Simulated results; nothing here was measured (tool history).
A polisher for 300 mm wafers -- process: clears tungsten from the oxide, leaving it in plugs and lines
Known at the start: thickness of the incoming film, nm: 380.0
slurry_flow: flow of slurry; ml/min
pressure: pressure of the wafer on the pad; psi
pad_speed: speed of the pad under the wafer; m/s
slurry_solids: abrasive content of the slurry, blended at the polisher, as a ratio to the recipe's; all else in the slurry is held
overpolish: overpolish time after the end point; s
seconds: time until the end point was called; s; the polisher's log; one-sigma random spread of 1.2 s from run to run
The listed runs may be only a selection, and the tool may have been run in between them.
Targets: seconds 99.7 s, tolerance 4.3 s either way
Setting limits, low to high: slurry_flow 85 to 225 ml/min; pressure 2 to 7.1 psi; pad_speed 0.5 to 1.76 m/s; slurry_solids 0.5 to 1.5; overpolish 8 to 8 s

{"run": 1, "hour": 0.0, "slurry_flow": 145, "pressure": 4.5, "pad_speed": 1.12, "slurry_solids": 1, "overpolish": 8, "seconds": 59.302}
{"run": 2, "hour": 7.7, "slurry_flow": 145, "pressure": 5.3, "pad_speed": 1.12, "slurry_solids": 1, "overpolish": 8, "seconds": 52.381}
{"run": 3, "hour": 9.5, "slurry_flow": 145, "pressure": 4.7, "pad_speed": 1.1, "slurry_solids": 1, "overpolish": 8, "seconds": 59.77}
{"run": 4, "hour": 13.1, "slurry_flow": 145, "pressure": 4.2, "pad_speed": 1.1, "slurry_solids": 1, "overpolish": 8, "seconds": 65}
{"run": 5, "hour": 18.6, "slurry_flow": 145, "pressure": 4.2, "pad_speed": 1.38, "slurry_solids": 1, "overpolish": 8, "seconds": 52.425}
{"run": 6, "hour": 24.2, "slurry_flow": 145, "pressure": 3.8, "pad_speed": 1.34, "slurry_solids": 1, "overpolish": 8, "seconds": 57.447}
{"run": 7, "hour": 26.1, "slurry_flow": 145, "pressure": 3.5, "pad_speed": 1.3, "slurry_solids": 1, "overpolish": 8, "seconds": 63.539}
{"run": 8, "hour": 26.7, "slurry_flow": 145, "pressure": 3.2, "pad_speed": 1.26, "slurry_solids": 1, "overpolish": 8, "seconds": 71.016}

5 candidate next runs follow, results not yet known. Just one meets every target within its allowed miss. Identify it.
{"run": "A", "hour": 27.3, "slurry_flow": 130, "pressure": 2.6, "pad_speed": 1, "slurry_solids": 1.15, "overpolish": 8, "seconds": "?"}
{"run": "B", "hour": 27.3, "slurry_flow": 85, "pressure": 3.8, "pad_speed": 0.74, "slurry_solids": 0.75, "overpolish": 8, "seconds": "?"}
{"run": "C", "hour": 27.3, "slurry_flow": 155, "pressure": 3.3, "pad_speed": 1.32, "slurry_solids": 0.95, "overpolish": 8, "seconds": "?"}
{"run": "D", "hour": 27.3, "slurry_flow": 150, "pressure": 2, "pad_speed": 1.1, "slurry_solids": 0.9, "overpolish": 8, "seconds": "?"}
{"run": "E", "hour": 27.3, "slurry_flow": 115, "pressure": 3.2, "pad_speed": 1.1, "slurry_solids": 0.8, "overpolish": 8, "seconds": "?"}

move=A seconds=98.683
move=B seconds=124.2
move=C seconds=64.362
move=D seconds=111.08
move=E seconds=87.328
A: all results land within tolerance of their targets
B: pushes the last run's worst result past its target
C: misses by more than the last run did
D: pushes the last run's worst result past its target
E: moves toward the targets from the last run without getting all of them in spec
Answer: A
